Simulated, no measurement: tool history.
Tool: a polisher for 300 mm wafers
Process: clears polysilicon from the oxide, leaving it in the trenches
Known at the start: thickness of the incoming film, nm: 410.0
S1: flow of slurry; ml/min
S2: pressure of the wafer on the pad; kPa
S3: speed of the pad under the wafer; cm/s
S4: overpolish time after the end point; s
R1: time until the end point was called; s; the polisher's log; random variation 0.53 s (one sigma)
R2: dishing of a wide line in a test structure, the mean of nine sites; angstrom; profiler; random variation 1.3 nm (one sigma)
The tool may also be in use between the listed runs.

run,hour,S1,S2,S3,S4,R1,R2
1,0.0,165,13.8,102,24,35.294,651.09
2,7.0,165,13.1,102,24,36.814,672.16
3,13.1,165,13.1,124,24,31.334,668.52
4,19.6,165,13.1,124,14,31.013,616.51
5,21.4,165,13.1,138,14,28.331,633.10
6,28.3,165,9.7,138,14,38.248,601.53
7,37.2,165,9.7,138,16,38.214,593.98

Forecast run 8:
8,40.4,165,9.7,138,18,?,?

R1: 37.350 s
R2: 640.48 angstrom
